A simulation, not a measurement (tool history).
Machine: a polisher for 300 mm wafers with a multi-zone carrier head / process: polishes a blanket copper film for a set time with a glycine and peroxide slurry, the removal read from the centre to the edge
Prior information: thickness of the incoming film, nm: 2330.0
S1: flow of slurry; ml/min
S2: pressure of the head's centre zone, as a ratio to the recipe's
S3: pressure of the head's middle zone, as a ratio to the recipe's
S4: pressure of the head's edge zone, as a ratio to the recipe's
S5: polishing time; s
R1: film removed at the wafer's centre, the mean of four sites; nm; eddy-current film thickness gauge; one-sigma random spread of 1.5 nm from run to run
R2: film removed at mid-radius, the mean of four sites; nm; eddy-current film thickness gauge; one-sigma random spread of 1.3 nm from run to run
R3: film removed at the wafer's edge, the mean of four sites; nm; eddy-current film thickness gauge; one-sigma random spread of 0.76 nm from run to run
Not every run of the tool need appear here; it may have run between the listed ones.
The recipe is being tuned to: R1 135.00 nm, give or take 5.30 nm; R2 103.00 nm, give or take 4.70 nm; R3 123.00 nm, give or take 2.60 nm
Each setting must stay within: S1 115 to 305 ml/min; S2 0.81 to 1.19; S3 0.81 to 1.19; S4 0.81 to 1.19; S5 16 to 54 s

run,hour,S1,S2,S3,S4,S5,R1,R2,R3
1,0.0,195,1.00,1.00,1.00,35,208.50,211.17,216.88
2,4.2,195,1.00,0.96,1.00,35,211.03,205.41,217.59
3,5.3,180,1.03,0.91,0.99,29,174.62,154.79,177.71
4,6.4,230,1.03,0.91,0.99,29,183.34,161.83,182.81
5,9.8,210,1.04,0.88,0.93,26,163.19,142.52,157.31
6,16.5,210,1.04,0.88,0.93,30,188.25,161.83,182.47
7,17.4,195,1.06,0.86,0.91,26,163.73,138.54,153.26
8,25.3,180,1.08,0.84,0.92,24,156.02,120.42,143.42
9,28.1,165,1.08,0.83,0.90,23,143.43,114.33,132.40
10,32.5,150,1.09,0.82,0.90,23,140.68,112.51,131.25
11,40.2,140,1.10,0.82,0.90,23,140.91,109.49,129.97
12,48.2,135,1.11,0.82,0.89,23,140.44,109.27,128.78
13,54.5,130,1.12,0.82,0.89,23,140.93,106.57,128.42
14,59.5,125,1.12,0.82,0.88,23,138.90,106.99,126.27

Pick the move, out of 4, that brings all results within their allowed miss; only one does.
A,64.5,170,0.98,0.87,0.90,23,?,?,?
B,64.5,195,1.12,0.84,0.91,22,?,?,?
C,64.5,115,1.13,0.82,0.88,23,?,?,?
D,64.5,115,1.08,0.90,0.88,23,?,?,?

move,R1,R2,R3
A,129.99,119.82,133.95
B,146.11,113.97,131.11
C,134.59,103.71,124.08
D,128.66,112.00,123.94
A: the biggest miss grows against the last run
B: the biggest miss grows against the last run
C: each result inside its tolerance
D: gets the furthest-off result to its target, but another result is out of tolerance
So the answer is move C, the one that meets all the targets.
